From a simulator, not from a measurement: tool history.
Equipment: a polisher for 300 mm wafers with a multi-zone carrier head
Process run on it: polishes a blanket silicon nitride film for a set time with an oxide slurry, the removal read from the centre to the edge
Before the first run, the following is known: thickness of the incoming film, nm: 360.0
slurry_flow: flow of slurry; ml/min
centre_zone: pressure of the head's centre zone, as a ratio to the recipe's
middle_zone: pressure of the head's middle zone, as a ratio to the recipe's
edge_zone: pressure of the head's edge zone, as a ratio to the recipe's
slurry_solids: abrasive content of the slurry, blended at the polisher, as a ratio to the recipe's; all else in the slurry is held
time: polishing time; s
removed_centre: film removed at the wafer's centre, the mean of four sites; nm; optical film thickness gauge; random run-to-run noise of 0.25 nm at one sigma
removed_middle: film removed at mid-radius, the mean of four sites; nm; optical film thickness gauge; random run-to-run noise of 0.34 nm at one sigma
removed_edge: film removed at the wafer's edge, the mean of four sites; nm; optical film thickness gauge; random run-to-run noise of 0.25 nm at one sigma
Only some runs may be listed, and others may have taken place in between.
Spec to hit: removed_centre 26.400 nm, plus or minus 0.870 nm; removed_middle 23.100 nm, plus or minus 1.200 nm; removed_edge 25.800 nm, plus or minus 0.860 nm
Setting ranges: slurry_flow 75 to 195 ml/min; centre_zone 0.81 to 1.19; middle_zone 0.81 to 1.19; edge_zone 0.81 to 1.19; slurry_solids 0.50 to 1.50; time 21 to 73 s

{"run": 1, "hour": 0.0, "slurry_flow": 125, "centre_zone": 1.0, "middle_zone": 1.0, "edge_zone": 1.0, "slurry_solids": 1.0, "time": 47, "removed_centre": 29.512, "removed_middle": 31.243, "removed_edge": 30.382}
{"run": 2, "hour": 2.1, "slurry_flow": 125, "centre_zone": 0.92, "middle_zone": 1.0, "edge_zone": 1.0, "slurry_solids": 1.0, "time": 47, "removed_centre": 26.664, "removed_middle": 30.45, "removed_edge": 30.836}
{"run": 3, "hour": 4.5, "slurry_flow": 125, "centre_zone": 0.96, "middle_zone": 1.0, "edge_zone": 1.0, "slurry_solids": 1.0, "time": 47, "removed_centre": 27.921, "removed_middle": 31.423, "removed_edge": 30.474}
{"run": 4, "hour": 5.8, "slurry_flow": 125, "centre_zone": 1.0, "middle_zone": 1.0, "edge_zone": 1.0, "slurry_solids": 1.0, "time": 47, "removed_centre": 29.623, "removed_middle": 30.813, "removed_edge": 30.554}
{"run": 5, "hour": 13.5, "slurry_flow": 120, "centre_zone": 1.0, "middle_zone": 0.98, "edge_zone": 0.99, "slurry_solids": 1.0, "time": 47, "removed_centre": 29.031, "removed_middle": 29.964, "removed_edge": 30.226}
{"run": 6, "hour": 14.9, "slurry_flow": 115, "centre_zone": 1.01, "middle_zone": 0.97, "edge_zone": 0.98, "slurry_solids": 1.0, "time": 47, "removed_centre": 29.085, "removed_middle": 29.585, "removed_edge": 29.42}
{"run": 7, "hour": 18.7, "slurry_flow": 110, "centre_zone": 1.01, "middle_zone": 0.95, "edge_zone": 0.98, "slurry_solids": 1.0, "time": 47, "removed_centre": 28.823, "removed_middle": 28.251, "removed_edge": 29.525}
{"run": 8, "hour": 24.3, "slurry_flow": 85, "centre_zone": 1.03, "middle_zone": 0.86, "edge_zone": 0.88, "slurry_solids": 0.85, "time": 47, "removed_centre": 25.027, "removed_middle": 22.185, "removed_edge": 24.811}

Of the 4 settings listed for the next run, only one would bring every result within its allowed miss of target. Which one?
{"run": "A", "hour": 29.9, "slurry_flow": 75, "centre_zone": 1.05, "middle_zone": 0.82, "edge_zone": 0.88, "slurry_solids": 0.85, "time": 48, "removed_centre": "?", "removed_middle": "?", "removed_edge": "?"}
{"run": "B", "hour": 29.9, "slurry_flow": 75, "centre_zone": 0.94, "middle_zone": 0.81, "edge_zone": 0.93, "slurry_solids": 1.0, "time": 48, "removed_centre": "?", "removed_middle": "?", "removed_edge": "?"}
{"run": "C", "hour": 29.9, "slurry_flow": 75, "centre_zone": 1.1, "middle_zone": 0.87, "edge_zone": 0.9, "slurry_solids": 0.7, "time": 55, "removed_centre": "?", "removed_middle": "?", "removed_edge": "?"}
{"run": "D", "hour": 29.9, "slurry_flow": 75, "centre_zone": 1.02, "middle_zone": 0.86, "edge_zone": 0.93, "slurry_solids": 0.8, "time": 51, "removed_centre": "?", "removed_middle": "?", "removed_edge": "?"}

move=A removed_centre=23.967 removed_middle=21.670 removed_edge=24.478
move=B removed_centre=23.025 removed_middle=23.085 removed_edge=26.971
move=C removed_centre=26.271 removed_middle=23.639 removed_edge=25.843
move=D removed_centre=24.058 removed_middle=23.174 removed_edge=25.931
A: lands further from the targets than the last run did
B: lands further from the targets than the last run did
C: all results land within tolerance of their targets
D: lands further from the targets than the last run did
C meets every target.
